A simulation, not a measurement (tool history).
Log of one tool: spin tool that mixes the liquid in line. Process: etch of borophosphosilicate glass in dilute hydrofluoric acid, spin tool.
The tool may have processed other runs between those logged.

run	hour	temperature setpoint of the liquid (°C)	parts of water to one part of 49 % hydrofluoric acid (parts by volume)	time under the liquid (s)	thickness taken off the borophosphosilicate glass on a monitor wafer (nm)
1	0	25	85	15	9.1947
2	8.2	22	85	15	8.1963
3	16	24.5	75	15	10.247
4	16.5	23	75	15	9.6439
5	18.8	23	75	15	9.7785
6	25.3	23	75	15	9.7788
7	33.7	25	65	15	12.461
8	37.2	26.5	60	15	14.488

Estimate the outcome of run 9 from the log above:
9	42.3	28	60	15	?

For run 9 the tool returned thickness taken off the borophosphosilicate glass on a monitor wafer (nm) 15.323.
